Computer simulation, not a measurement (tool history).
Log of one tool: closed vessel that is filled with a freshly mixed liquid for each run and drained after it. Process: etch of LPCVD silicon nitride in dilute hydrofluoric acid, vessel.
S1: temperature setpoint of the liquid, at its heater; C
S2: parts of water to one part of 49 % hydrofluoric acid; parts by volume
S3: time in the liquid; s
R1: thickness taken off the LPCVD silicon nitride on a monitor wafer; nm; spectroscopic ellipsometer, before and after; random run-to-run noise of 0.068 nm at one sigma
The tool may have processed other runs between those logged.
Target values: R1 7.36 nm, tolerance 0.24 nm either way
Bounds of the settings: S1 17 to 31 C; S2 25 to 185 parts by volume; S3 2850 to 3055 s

| run | hour | S1 | S2 | S3 | R1 |
|---|---|---|---|---|---|
| 1 | 0 | 23 | 105 | 2850 | 10.005 |
| 2 | 4.4 | 25 | 105 | 2850 | 11.62 |
| 3 | 9.3 | 25 | 105 | 2850 | 11.575 |
| 4 | 14.3 | 23 | 105 | 2850 | 10.081 |
| 5 | 23.3 | 21.5 | 105 | 2850 | 9.0511 |
| 6 | 28.7 | 21.5 | 75 | 2850 | 12.703 |
| 7 | 30.1 | 20 | 80 | 2850 | 10.738 |
| 8 | 32.4 | 17 | 100 | 2850 | 7.0524 |

Which of these 4 next moves meets every target?
| A | 34.7 | 17 | 110 | 2885 | ? |
| B | 34.7 | 19 | 125 | 2970 | ? |
| C | 34.7 | 17 | 110 | 2970 | ? |
| D | 34.7 | 17.5 | 105 | 2980 | ? |

| move | R1 |
|---|---|
| A | 6.4453 |
| B | 6.7258 |
| C | 6.6352 |
| D | 7.2103 |
A: moves away from the targets compared with the last run
B: moves away from the targets compared with the last run
C: moves away from the targets compared with the last run
D: every result lands within tolerance
Go with D: it meets all targets.
